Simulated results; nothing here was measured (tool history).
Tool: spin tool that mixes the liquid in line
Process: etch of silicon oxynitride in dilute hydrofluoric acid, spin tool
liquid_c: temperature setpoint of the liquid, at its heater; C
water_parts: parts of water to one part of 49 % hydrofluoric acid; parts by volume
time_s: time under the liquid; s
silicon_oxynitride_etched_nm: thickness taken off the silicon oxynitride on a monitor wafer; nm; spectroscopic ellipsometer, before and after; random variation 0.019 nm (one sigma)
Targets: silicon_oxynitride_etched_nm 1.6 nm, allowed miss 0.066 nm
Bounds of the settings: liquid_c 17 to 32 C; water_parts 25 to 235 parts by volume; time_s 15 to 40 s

run	hour	liquid_c	water_parts	time_s	silicon_oxynitride_etched_nm
1	0	24	130	40	0.63435
2	6	24	110	40	0.77717
3	14.9	26.5	95	40	1.0322
4	23.1	26.5	50	40	1.9901
5	25.3	26.5	30	40	3.4749
6	27.4	26.5	45	40	2.2785
7	34.5	25.5	50	40	1.8919
8	42.6	25	50	40	1.8672
9	50.9	24.5	50	40	1.8269
10	56.4	24	50	40	1.7741
11	61.6	23.5	50	40	1.7296
12	64.7	23	50	40	1.687

Which of these 5 next moves meets every target?
A	67.8	24	50	40	?
B	67.8	23.5	50	40	?
C	67.8	23.5	60	40	?
D	67.8	22	50	40	?
E	67.8	24.5	40	30	?

move	silicon_oxynitride_etched_nm
A	1.8013
B	1.7578
C	1.453
D	1.6326
E	1.7445
A: further off than the last run
B: further off than the last run
C: takes the result that was furthest off past its target
D: meets every target
E: further off than the last run
The right move is D.
